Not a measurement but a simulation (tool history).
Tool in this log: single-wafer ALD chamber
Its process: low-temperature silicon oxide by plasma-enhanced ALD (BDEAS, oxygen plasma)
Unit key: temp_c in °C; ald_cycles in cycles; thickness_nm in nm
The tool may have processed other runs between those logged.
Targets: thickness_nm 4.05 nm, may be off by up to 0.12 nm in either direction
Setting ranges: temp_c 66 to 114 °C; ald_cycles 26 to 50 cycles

| run | day | temp_c | ald_cycles | thickness_nm |
|---|---|---|---|---|
| 1 | 0 | 90 | 38 | 5.0145 |
| 2 | 0.146 | 85 | 38 | 5.1458 |
| 3 | 0.492 | 81 | 38 | 5.2259 |
| 4 | 0.804 | 73 | 38 | 5.3458 |
| 5 | 0.967 | 66 | 38 | 5.5402 |
| 6 | 1.121 | 70 | 36 | 5.1372 |
|  | 1.421 | thermocouple changed; heater temperature recalibrated |
| 7 | 1.421 | 73 | 35 | 5.0448 |
| 8 | 1.592 | 76 | 34 | 4.8436 |
| 9 | 1.767 | 78 | 33 | 4.6541 |
| 10 | 1.817 | 90 | 29 | 3.9149 |

Pick the move, out of 5, that brings all results within their allowed miss; only one does.
| A | 1.867 | 90 | 28 | ? |
| B | 1.867 | 97 | 28 | ? |
| C | 1.867 | 78 | 29 | ? |
| D | 1.867 | 85 | 28 | ? |
| E | 1.867 | 90 | 27 | ? |

| move | thickness_nm |
|---|---|
| A | 3.7736 |
| B | 3.6687 |
| C | 4.0947 |
| D | 3.8486 |
| E | 3.6389 |
A: further off than the last run
B: further off than the last run
C: hits every target within its allowed miss
D: further off than the last run
E: further off than the last run
The right move is C.
